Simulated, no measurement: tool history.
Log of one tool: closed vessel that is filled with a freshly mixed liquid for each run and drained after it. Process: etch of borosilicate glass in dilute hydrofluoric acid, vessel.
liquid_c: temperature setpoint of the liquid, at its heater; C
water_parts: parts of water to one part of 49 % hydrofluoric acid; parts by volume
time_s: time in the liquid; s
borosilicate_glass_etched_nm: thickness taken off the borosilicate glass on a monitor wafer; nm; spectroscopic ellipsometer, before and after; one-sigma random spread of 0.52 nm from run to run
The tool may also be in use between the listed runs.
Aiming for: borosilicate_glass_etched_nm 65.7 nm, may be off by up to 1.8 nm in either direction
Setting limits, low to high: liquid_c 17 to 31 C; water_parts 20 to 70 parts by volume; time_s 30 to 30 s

run    day  liquid_c  water_parts  time_s  borosilicate_glass_etched_nm
  1      0        23           40      30                        43.862
  2  0.062        23           45      30                        39.353
  3  0.275        25           45      30                        41.814
  4  0.429      26.5           40      30                        50.725
  5  0.696      26.5           25      30                         81.68
  6  1.025      26.5           25      30                        82.115
  7  1.129      25.5           25      30                        78.866
  8  1.271      24.5           25      30                        76.798
  9  1.354      23.5           25      30                         72.88
 10    1.5        23           25      30                        70.877
 11  1.696      22.5           25      30                        70.712
 12  1.733        22           25      30                        69.026

Which single option among these 4 for the next run brings every result within its allowed miss of target? Just one does.
  A  1.771      23.5           30      30                             ?
  B  1.771        21           25      30                             ?
  C  1.771      22.5           25      30                             ?
  D  1.771        18           20      30                             ?

move  borosilicate_glass_etched_nm
   A                        59.806
   B                        64.952
   C                        69.251
   D                        71.677
A: the result that was furthest off in the last run now lies on the other side of its target
B: every result lands within tolerance
C: further off than the last run
D: further off than the last run
Move B is the one to make.
